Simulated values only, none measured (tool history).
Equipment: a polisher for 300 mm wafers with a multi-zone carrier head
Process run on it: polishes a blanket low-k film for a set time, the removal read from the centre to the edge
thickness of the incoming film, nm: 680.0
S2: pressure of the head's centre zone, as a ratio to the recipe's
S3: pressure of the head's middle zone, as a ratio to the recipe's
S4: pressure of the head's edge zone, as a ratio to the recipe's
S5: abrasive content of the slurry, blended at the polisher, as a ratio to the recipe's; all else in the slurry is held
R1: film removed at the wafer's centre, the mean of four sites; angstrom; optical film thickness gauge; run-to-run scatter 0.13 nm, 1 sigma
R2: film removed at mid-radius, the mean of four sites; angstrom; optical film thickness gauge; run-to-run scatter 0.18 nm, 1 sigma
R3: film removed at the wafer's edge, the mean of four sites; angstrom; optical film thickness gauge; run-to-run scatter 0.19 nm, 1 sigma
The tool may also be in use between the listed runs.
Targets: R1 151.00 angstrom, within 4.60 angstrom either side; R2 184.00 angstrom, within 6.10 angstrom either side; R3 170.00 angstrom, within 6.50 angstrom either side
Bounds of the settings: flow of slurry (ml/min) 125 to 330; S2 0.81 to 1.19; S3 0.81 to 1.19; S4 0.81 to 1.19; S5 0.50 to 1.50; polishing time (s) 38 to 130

Run 1, hour 0.0: flow of slurry (ml/min) 210, S2 1.00, S3 1.00, S4 1.00, S5 1.00, polishing time (s) 84. Result: R1 392.70 angstrom, R2 393.43 angstrom, R3 402.99 angstrom.
Run 2, hour 7.7: flow of slurry (ml/min) 210, S2 1.00, S3 1.00, S4 1.00, S5 0.85, polishing time (s) 84. Result: R1 350.29 angstrom, R2 345.64 angstrom, R3 370.29 angstrom.
Run 3, hour 15.2: flow of slurry (ml/min) 210, S2 1.00, S3 1.00, S4 1.00, S5 1.05, polishing time (s) 84. Result: R1 407.55 angstrom, R2 397.46 angstrom, R3 422.71 angstrom.
Run 4, hour 21.0: flow of slurry (ml/min) 205, S2 0.97, S3 1.01, S4 0.97, S5 0.95, polishing time (s) 75. Result: R1 325.27 angstrom, R2 339.61 angstrom, R3 339.00 angstrom.
Run 5, hour 23.0: flow of slurry (ml/min) 205, S2 0.97, S3 1.01, S4 0.92, S5 0.95, polishing time (s) 75. Result: R1 324.13 angstrom, R2 340.61 angstrom, R3 332.54 angstrom.
Run 6, hour 28.1: flow of slurry (ml/min) 205, S2 0.97, S3 1.01, S4 0.99, S5 0.95, polishing time (s) 75. Result: R1 334.22 angstrom, R2 339.61 angstrom, R3 343.42 angstrom.
Run 7, hour 28.9: flow of slurry (ml/min) 205, S2 0.97, S3 1.01, S4 0.99, S5 0.95, polishing time (s) 75. Result: R1 327.27 angstrom, R2 335.39 angstrom, R3 340.57 angstrom.
Run 8, hour 33.4: flow of slurry (ml/min) 195, S2 0.94, S3 1.01, S4 0.97, S5 0.85, polishing time (s) 70. Result: R1 273.06 angstrom, R2 288.48 angstrom, R3 296.64 angstrom.
Run 9, hour 38.0: flow of slurry (ml/min) 200, S2 0.92, S3 1.02, S4 0.94, S5 0.75, polishing time (s) 65. Result: R1 227.89 angstrom, R2 249.55 angstrom, R3 248.98 angstrom.
Run 10, hour 41.5: flow of slurry (ml/min) 205, S2 0.91, S3 1.03, S4 0.92, S5 0.70, polishing time (s) 63. Result: R1 204.18 angstrom, R2 228.96 angstrom, R3 220.96 angstrom.
Run 11, hour 47.8: flow of slurry (ml/min) 205, S2 0.89, S3 1.03, S4 0.90, S5 0.65, polishing time (s) 63. Result: R1 184.77 angstrom, R2 212.42 angstrom, R3 204.05 angstrom.
Run 12, hour 56.3: flow of slurry (ml/min) 205, S2 0.88, S3 1.03, S4 0.88, S5 0.65, polishing time (s) 63. Result: R1 182.07 angstrom, R2 212.73 angstrom, R3 201.22 angstrom.
Run 13, hour 59.1: flow of slurry (ml/min) 205, S2 0.87, S3 1.03, S4 0.86, S5 0.65, polishing time (s) 63. Result: R1 182.55 angstrom, R2 210.83 angstrom, R3 199.76 angstrom.
Run 14, hour 68.2: flow of slurry (ml/min) 205, S2 0.86, S3 1.03, S4 0.85, S5 0.60, polishing time (s) 63. Result: R1 168.29 angstrom, R2 194.86 angstrom, R3 184.53 angstrom.
Run 15, hour 72.3: flow of slurry (ml/min) 205, S2 0.85, S3 1.03, S4 0.84, S5 0.60, polishing time (s) 63. Result: R1 163.19 angstrom, R2 196.76 angstrom, R3 183.03 angstrom.
Run 16, hour 73.8: flow of slurry (ml/min) 205, S2 0.85, S3 1.03, S4 0.83, S5 0.60, polishing time (s) 63. Result: R1 163.07 angstrom, R2 196.92 angstrom, R3 181.52 angstrom.
Run 17, hour 80.6: flow of slurry (ml/min) 205, S2 0.85, S3 1.03, S4 0.83, S5 0.60, polishing time (s) 63. Result: R1 163.13 angstrom, R2 198.08 angstrom, R3 179.28 angstrom.
Run 18, hour 85.3: flow of slurry (ml/min) 200, S2 0.84, S3 1.02, S4 0.83, S5 0.60, polishing time (s) 63. Result: R1 161.47 angstrom, R2 192.26 angstrom, R3 180.22 angstrom.
Run 19, hour 86.2: flow of slurry (ml/min) 195, S2 0.83, S3 1.02, S4 0.82, S5 0.60, polishing time (s) 63. Result: R1 158.49 angstrom, R2 193.24 angstrom, R3 178.74 angstrom.
Run 20, hour 94.6: flow of slurry (ml/min) 160, S2 0.83, S3 1.01, S4 0.81, S5 0.55, polishing time (s) 63. Result: R1 137.35 angstrom, R2 163.67 angstrom, R3 158.58 angstrom.
Run 21, hour 96.9: flow of slurry (ml/min) 170, S2 0.83, S3 1.01, S4 0.81, S5 0.55, polishing time (s) 63. Result: R1 138.29 angstrom, R2 170.14 angstrom, R3 157.07 angstrom.
Run 22, hour 98.9: flow of slurry (ml/min) 180, S2 0.83, S3 1.01, S4 0.81, S5 0.55, polishing time (s) 63. Result: R1 139.94 angstrom, R2 167.70 angstrom, R3 159.03 angstrom.
Run 23, hour 107.3: flow of slurry (ml/min) 230, S2 0.85, S3 1.10, S4 0.86, S5 0.60, polishing time (s) 63. Result: R1 166.27 angstrom, R2 209.10 angstrom, R3 186.31 angstrom.
Run 24, hour 109.3: flow of slurry (ml/min) 215, S2 0.85, S3 1.09, S4 0.86, S5 0.60, polishing time (s) 63. Result: R1 164.58 angstrom, R2 207.64 angstrom, R3 186.67 angstrom.
Run 25, hour 115.2: flow of slurry (ml/min) 205, S2 0.85, S3 1.08, S4 0.85, S5 0.60, polishing time (s) 63. Result: R1 161.61 angstrom, R2 202.71 angstrom, R3 183.11 angstrom.
Run 26, hour 123.3: flow of slurry (ml/min) 195, S2 0.85, S3 1.07, S4 0.84, S5 0.60, polishing time (s) 63. Result: R1 164.05 angstrom, R2 202.42 angstrom, R3 179.87 angstrom.
Run 27, hour 131.0: flow of slurry (ml/min) 185, S2 0.85, S3 1.06, S4 0.84, S5 0.60, polishing time (s) 63. Result: R1 156.85 angstrom, R2 198.83 angstrom, R3 179.86 angstrom.
Run 28, hour 133.3: flow of slurry (ml/min) 180, S2 0.85, S3 1.05, S4 0.83, S5 0.60, polishing time (s) 63. Result: R1 160.89 angstrom, R2 194.06 angstrom, R3 173.18 angstrom.

Which single option among these 5 for the next run brings every result within its allowed miss of target? Just one does.
Run A, hour 135.6: flow of slurry (ml/min) 125, S2 0.87, S3 0.96, S4 0.82, S5 0.60, polishing time (s) 64. Result: R1 ?, R2 ?, R3 ?.
Run B, hour 135.6: flow of slurry (ml/min) 235, S2 0.85, S3 0.86, S4 0.91, S5 0.80, polishing time (s) 48. Result: R1 ?, R2 ?, R3 ?.
Run C, hour 135.6: flow of slurry (ml/min) 195, S2 0.81, S3 1.14, S4 0.81, S5 0.60, polishing time (s) 61. Result: R1 ?, R2 ?, R3 ?.
Run D, hour 135.6: flow of slurry (ml/min) 180, S2 0.89, S3 1.11, S4 0.81, S5 0.65, polishing time (s) 52. Result: R1 ?, R2 ?, R3 ?.
Run E, hour 135.6: flow of slurry (ml/min) 140, S2 0.85, S3 1.05, S4 0.82, S5 0.80, polishing time (s) 48. Result: R1 ?, R2 ?, R3 ?.

move      R1      R2      R3
   A  151.38  170.65  170.21
   B  167.09  173.38  192.05
   C  150.03  207.55  172.59
   D  150.76  185.63  158.66
   E  150.42  186.38  170.58
A: the worst result of the last run now meets its target, but another is out of spec
B: misses by more than the last run did
C: the worst result of the last run now meets its target, but another is out of spec
D: the worst result of the last run now meets its target, but another is out of spec
E: each result inside its tolerance
E meets every target.
